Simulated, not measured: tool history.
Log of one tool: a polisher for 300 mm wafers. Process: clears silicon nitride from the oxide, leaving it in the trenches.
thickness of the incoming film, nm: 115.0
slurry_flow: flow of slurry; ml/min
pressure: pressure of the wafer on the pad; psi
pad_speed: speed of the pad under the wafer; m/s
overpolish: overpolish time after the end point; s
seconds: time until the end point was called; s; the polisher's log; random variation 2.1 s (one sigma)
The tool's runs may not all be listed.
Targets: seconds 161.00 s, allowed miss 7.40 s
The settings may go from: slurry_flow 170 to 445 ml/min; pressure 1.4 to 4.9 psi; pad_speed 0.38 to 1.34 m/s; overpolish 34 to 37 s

run 1 hour=0.0 | slurry_flow=285 pressure=3.1 pad_speed=0.86 overpolish=34 | seconds=122.12
run 2 hour=5.0 | slurry_flow=310 pressure=3.1 pad_speed=0.86 overpolish=34 | seconds=118.24
run 3 hour=9.1 | slurry_flow=300 pressure=2.9 pad_speed=0.86 overpolish=34 | seconds=127.82
run 4 hour=15.6 | slurry_flow=295 pressure=2.7 pad_speed=0.86 overpolish=34 | seconds=136.82
run 5 hour=22.0 | slurry_flow=295 pressure=2.7 pad_speed=0.66 overpolish=34 | seconds=176.32
run 6 hour=24.4 | slurry_flow=295 pressure=2.7 pad_speed=0.66 overpolish=34 | seconds=178.11
run 7 hour=32.6 | slurry_flow=300 pressure=2.8 pad_speed=0.66 overpolish=34 | seconds=170.09
run 8 hour=39.9 | slurry_flow=305 pressure=2.8 pad_speed=0.66 overpolish=34 | seconds=170.85

Which of these 4 next moves meets every target?
run A hour=47.2 | slurry_flow=350 pressure=2.8 pad_speed=0.64 overpolish=37 | seconds=?
run B hour=47.2 | slurry_flow=355 pressure=3.1 pad_speed=0.72 overpolish=37 | seconds=?
run C hour=47.2 | slurry_flow=305 pressure=3.4 pad_speed=0.62 overpolish=37 | seconds=?
run D hour=47.2 | slurry_flow=365 pressure=3.0 pad_speed=0.64 overpolish=37 | seconds=?

move=A seconds=172.61
move=B seconds=139.49
move=C seconds=149.21
move=D seconds=160.92
A: further off than the last run
B: takes the result that was furthest off past its target
C: takes the result that was furthest off past its target
D: meets every target
Move D is the one to make.
